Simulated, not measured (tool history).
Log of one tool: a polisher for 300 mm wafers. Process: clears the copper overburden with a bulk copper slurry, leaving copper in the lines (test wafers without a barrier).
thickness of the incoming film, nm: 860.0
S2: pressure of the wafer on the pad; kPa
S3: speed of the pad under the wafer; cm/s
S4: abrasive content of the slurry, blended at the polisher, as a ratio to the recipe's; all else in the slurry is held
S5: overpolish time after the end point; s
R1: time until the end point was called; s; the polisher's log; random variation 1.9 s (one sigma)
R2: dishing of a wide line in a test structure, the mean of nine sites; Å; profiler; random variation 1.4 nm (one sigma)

{"run": 1, "hour": 0.0, "flow of slurry (ml/min)": 230, "S2": 11.7, "S3": 110, "S4": 1.0, "S5": 22, "R1": 180.46, "R2": 487.79}
{"run": 2, "hour": 4.2, "flow of slurry (ml/min)": 230, "S2": 11.7, "S3": 92, "S4": 1.0, "S5": 22, "R1": 210.82, "R2": 479.62}
{"run": 3, "hour": 8.8, "flow of slurry (ml/min)": 230, "S2": 9.7, "S3": 92, "S4": 1.0, "S5": 22, "R1": 267.74, "R2": 406.95}
{"run": 4, "hour": 10.0, "flow of slurry (ml/min)": 230, "S2": 11.7, "S3": 96, "S4": 1.0, "S5": 19, "R1": 207.33, "R2": 431.82}
{"run": 5, "hour": 14.1, "flow of slurry (ml/min)": 230, "S2": 13.1, "S3": 96, "S4": 1.0, "S5": 19, "R1": 184.2, "R2": 445.28}
{"run": 6, "hour": 15.8, "flow of slurry (ml/min)": 230, "S2": 13.1, "S3": 96, "S4": 1.0, "S5": 12, "R1": 186.02, "R2": 356.21}

Forecast run 7:
{"run": 7, "hour": 16.4, "flow of slurry (ml/min)": 230, "S2": 14.5, "S3": 98, "S4": 1.0, "S5": 14, "R1": "?", "R2": "?"}

Run 7 gave R1 163.87 s, R2 423.89 Å.
